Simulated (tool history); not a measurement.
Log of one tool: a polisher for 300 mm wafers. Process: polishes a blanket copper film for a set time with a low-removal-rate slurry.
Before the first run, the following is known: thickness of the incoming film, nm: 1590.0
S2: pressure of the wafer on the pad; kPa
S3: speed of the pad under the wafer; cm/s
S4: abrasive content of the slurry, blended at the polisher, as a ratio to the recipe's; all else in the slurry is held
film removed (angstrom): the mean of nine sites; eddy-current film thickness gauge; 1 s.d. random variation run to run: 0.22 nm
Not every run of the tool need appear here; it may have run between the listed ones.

Run 1, hour 0.0: flow of slurry (ml/min) 245, S2 17.9 kPa, S3 90 cm/s, S4 1.0, polishing time (s) 25. Result: film removed (angstrom) 670.30.
Run 2, hour 4.7: flow of slurry (ml/min) 270, S2 17.9 kPa, S3 90 cm/s, S4 1.0, polishing time (s) 25. Result: film removed (angstrom) 680.07.
Run 3, hour 7.4: flow of slurry (ml/min) 260, S2 15.2 kPa, S3 86 cm/s, S4 1.0, polishing time (s) 25. Result: film removed (angstrom) 562.09.
Run 4, hour 12.7: flow of slurry (ml/min) 250, S2 13.1 kPa, S3 82 cm/s, S4 1.0, polishing time (s) 25. Result: film removed (angstrom) 467.95.
Run 5, hour 16.9: flow of slurry (ml/min) 235, S2 11.7 kPa, S3 80 cm/s, S4 1.0, polishing time (s) 25. Result: film removed (angstrom) 416.57.
At hour 23.2: head pressure recalibrated.
Run 6, hour 23.2: flow of slurry (ml/min) 185, S2 11.7 kPa, S3 80 cm/s, S4 1.0, polishing time (s) 25. Result: film removed (angstrom) 360.79.
Run 7, hour 31.3: flow of slurry (ml/min) 175, S2 11.7 kPa, S3 80 cm/s, S4 1.0, polishing time (s) 25. Result: film removed (angstrom) 361.35.

Estimate the outcome of run 8 from the log above:
Run 8, hour 34.0: flow of slurry (ml/min) 165, S2 11.7 kPa, S3 80 cm/s, S4 1.0, polishing time (s) 25. Result: film removed (angstrom) ?.

Run 8 came out at film removed (angstrom) 352.52.
